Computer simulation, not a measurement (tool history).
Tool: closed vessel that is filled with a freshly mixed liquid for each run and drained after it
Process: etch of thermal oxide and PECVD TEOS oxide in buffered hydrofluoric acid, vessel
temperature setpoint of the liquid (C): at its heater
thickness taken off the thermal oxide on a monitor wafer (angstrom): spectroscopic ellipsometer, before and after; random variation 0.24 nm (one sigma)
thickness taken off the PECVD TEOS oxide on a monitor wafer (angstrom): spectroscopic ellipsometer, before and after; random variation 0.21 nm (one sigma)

run,hour,temperature setpoint of the liquid (C),parts of 40 % ammonium fluoride to one part of 49 % hydrofluoric acid (parts by volume),time in the liquid (s),thickness taken off the thermal oxide on a monitor wafer (angstrom),thickness taken off the PECVD TEOS oxide on a monitor wafer (angstrom)
1,0.0,21.0,15.5,60,366.45,772.90
2,6.5,20.5,16.0,60,348.26,727.67
3,11.6,20.5,12.0,60,455.28,974.00
4,14.3,20.5,8.5,60,621.99,1311.20
5,21.5,20.5,12.0,60,461.11,962.55
6,26.6,20.0,13.0,60,414.47,865.85
7,33.9,19.5,13.5,60,380.80,817.35
8,38.6,19.5,14.0,60,369.55,787.11

The next listed run, before its measurement:
9,47.1,19.0,14.5,60,?,?

{"run 9": {"thickness taken off the thermal oxide on a monitor wafer (angstrom)": 345.74, "thickness taken off the PECVD TEOS oxide on a monitor wafer (angstrom)": 736.95}}
